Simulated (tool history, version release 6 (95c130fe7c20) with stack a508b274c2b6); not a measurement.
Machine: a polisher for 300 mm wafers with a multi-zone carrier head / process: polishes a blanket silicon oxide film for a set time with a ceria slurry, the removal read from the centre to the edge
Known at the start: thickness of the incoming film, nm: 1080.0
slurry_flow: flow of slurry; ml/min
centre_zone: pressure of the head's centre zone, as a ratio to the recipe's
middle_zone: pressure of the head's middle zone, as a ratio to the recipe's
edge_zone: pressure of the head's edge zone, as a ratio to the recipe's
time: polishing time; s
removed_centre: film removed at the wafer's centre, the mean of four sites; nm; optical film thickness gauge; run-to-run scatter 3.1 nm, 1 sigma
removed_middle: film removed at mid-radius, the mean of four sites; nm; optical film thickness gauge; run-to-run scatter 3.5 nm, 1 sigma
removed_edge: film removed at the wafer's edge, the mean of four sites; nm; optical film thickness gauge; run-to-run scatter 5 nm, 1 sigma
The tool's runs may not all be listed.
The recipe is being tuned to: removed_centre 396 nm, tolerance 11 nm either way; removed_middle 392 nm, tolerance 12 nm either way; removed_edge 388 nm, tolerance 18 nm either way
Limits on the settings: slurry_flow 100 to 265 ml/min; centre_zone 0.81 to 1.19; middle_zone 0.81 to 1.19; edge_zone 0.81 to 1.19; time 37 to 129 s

run,hour,slurry_flow,centre_zone,middle_zone,edge_zone,time,removed_centre,removed_middle,removed_edge
1,0,170,1,1,1,83,337.53,333.01,330.48
2,4,150,1,1,1,83,323.04,328.27,316.41
3,5.6,150,1,1.04,1,83,324.61,330.52,326.82
4,13.8,165,1,1.04,1,83,337.5,339.5,330.58
5,21,175,1,1.05,1.01,83,342.94,349.64,336.77
6,28,175,0.95,1.05,1.01,83,326.06,342.92,332.49
7,34.2,185,0.96,1.05,1.02,83,322.73,346.97,338.69
8,38.8,190,0.97,1.05,1.03,83,331.14,350.13,343.59
9,42.6,195,0.98,1.05,1.03,83,339.33,345.85,342.65
10,49.5,200,0.99,1.06,1.04,83,340.35,354.5,332.26
11,54.9,200,0.99,1.05,1.03,84,348.26,355.58,341.71
12,63.7,205,0.99,1.05,1.04,85,358.59,362.43,348.41
13,71.9,210,0.99,1.05,1.05,86,359.33,368.13,357.75
14,76.2,215,0.99,1.05,1.06,86,354.59,369.12,361.64
15,83.9,220,1,1.05,1.06,87,375.19,377.82,373.26
16,92.1,225,1,1.05,1.06,87,370.62,376.58,364.76
17,93.1,225,1,1.05,1.07,87,373.14,383,368.11
18,99.4,230,1,1.04,1.07,87,368.91,373.58,364.03
19,103.8,230,1.01,1.04,1.08,87,373.86,369.78,366.05

Consider the 5 candidate settings below. Which is the only one whose results all fall within their allowed miss of target?
A,108.2,215,1,1.01,1.03,94,?,?,?
B,108.2,230,1.06,1.02,1.03,94,?,?,?
C,108.2,235,1.08,1.06,1.08,77,?,?,?
D,108.2,235,1.1,1.01,1.08,87,?,?,?
E,108.2,260,1.11,0.99,1.1,85,?,?,?

move,removed_centre,removed_middle,removed_edge
A,396.51,398.01,395
B,424.82,404.06,397.67
C,355.78,340.11,334.06
D,409.38,372.57,377.63
E,409.11,363.82,375.89
A: every result lands within tolerance
B: carries the result that was furthest off beyond its target, to the other side
C: the biggest miss grows against the last run
D: carries the result that was furthest off beyond its target, to the other side
E: carries the result that was furthest off beyond its target, to the other side
A meets every target.

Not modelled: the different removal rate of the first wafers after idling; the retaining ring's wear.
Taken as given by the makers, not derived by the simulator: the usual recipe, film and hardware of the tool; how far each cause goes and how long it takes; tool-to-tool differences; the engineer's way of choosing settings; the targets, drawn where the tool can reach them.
